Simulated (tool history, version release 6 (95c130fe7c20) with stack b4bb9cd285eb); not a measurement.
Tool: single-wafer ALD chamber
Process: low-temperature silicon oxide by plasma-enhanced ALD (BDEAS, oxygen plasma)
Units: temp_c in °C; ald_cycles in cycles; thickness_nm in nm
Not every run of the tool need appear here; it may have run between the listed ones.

{"run": 1, "day": 0.0, "temp_c": 115, "ald_cycles": 65, "thickness_nm": 8.4497}
{"run": 2, "day": 0.271, "temp_c": 120, "ald_cycles": 65, "thickness_nm": 8.401}
{"run": 3, "day": 0.388, "temp_c": 120, "ald_cycles": 70, "thickness_nm": 8.9954}
{"run": 4, "day": 0.567, "temp_c": 120, "ald_cycles": 77, "thickness_nm": 9.9657}
{"run": 5, "day": 0.921, "temp_c": 121, "ald_cycles": 74, "thickness_nm": 9.5552}
{"run": 6, "day": 1.083, "temp_c": 121, "ald_cycles": 69, "thickness_nm": 8.9261}
{"run": 7, "day": 1.358, "temp_c": 121, "ald_cycles": 67, "thickness_nm": 8.6748}
{"run": 8, "day": 1.429, "temp_c": 121, "ald_cycles": 66, "thickness_nm": 8.5587}
{"run": 9, "day": 1.725, "temp_c": 121, "ald_cycles": 65, "thickness_nm": 8.3411}
{"run": 10, "day": 1.933, "temp_c": 121, "ald_cycles": 64, "thickness_nm": 8.2377}

Run 11 has not been measured yet. What should we expect?
{"run": 11, "day": 1.983, "temp_c": 121, "ald_cycles": 63, "thickness_nm": "?"}

Run 11 yielded thickness_nm 8.1180 nm.

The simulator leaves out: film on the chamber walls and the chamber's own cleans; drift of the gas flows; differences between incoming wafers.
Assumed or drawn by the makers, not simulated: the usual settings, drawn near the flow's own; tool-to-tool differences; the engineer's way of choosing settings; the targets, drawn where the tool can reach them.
